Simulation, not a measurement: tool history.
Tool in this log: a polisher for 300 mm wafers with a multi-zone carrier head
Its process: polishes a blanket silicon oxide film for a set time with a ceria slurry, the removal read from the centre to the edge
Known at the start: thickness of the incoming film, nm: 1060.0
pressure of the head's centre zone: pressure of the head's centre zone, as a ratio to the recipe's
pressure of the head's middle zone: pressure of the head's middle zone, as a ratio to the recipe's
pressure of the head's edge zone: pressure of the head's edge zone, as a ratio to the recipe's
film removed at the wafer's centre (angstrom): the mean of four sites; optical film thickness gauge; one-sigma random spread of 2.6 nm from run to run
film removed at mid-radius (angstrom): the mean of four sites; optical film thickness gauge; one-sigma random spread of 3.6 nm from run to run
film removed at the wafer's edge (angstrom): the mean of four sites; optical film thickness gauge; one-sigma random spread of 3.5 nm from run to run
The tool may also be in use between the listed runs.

run,hour,flow of slurry (ml/min),pressure of the head's centre zone,pressure of the head's middle zone,pressure of the head's edge zone,polishing time (s),film removed at the wafer's centre (angstrom),film removed at mid-radius (angstrom),film removed at the wafer's edge (angstrom)
1,0,205,1,1,1,41,2668.6,2693.5,2755.7
2,3.4,175,1,1,1,41,2575,2554.5,2790.4
3,6.5,175,1.01,1,1.01,42,2670.4,2617.5,2862.4
4,11.8,125,1.01,1,1.01,42,2474.4,2520.4,2702
5,15.8,140,1.01,0.99,1.03,42,2540.2,2522.7,2748
6,21.4,140,1.01,0.99,1.11,42,2564.4,2492.5,2896.3
7,29.8,150,1.01,0.99,1.12,42,2585.2,2528.5,2883.6

Estimate the outcome of run 8 from the log above:
8,32.4,160,1.01,0.98,1.13,42,?,?,?

film removed at the wafer's centre (angstrom): 2604.4
film removed at mid-radius (angstrom): 2587.5
film removed at the wafer's edge (angstrom): 2921.5

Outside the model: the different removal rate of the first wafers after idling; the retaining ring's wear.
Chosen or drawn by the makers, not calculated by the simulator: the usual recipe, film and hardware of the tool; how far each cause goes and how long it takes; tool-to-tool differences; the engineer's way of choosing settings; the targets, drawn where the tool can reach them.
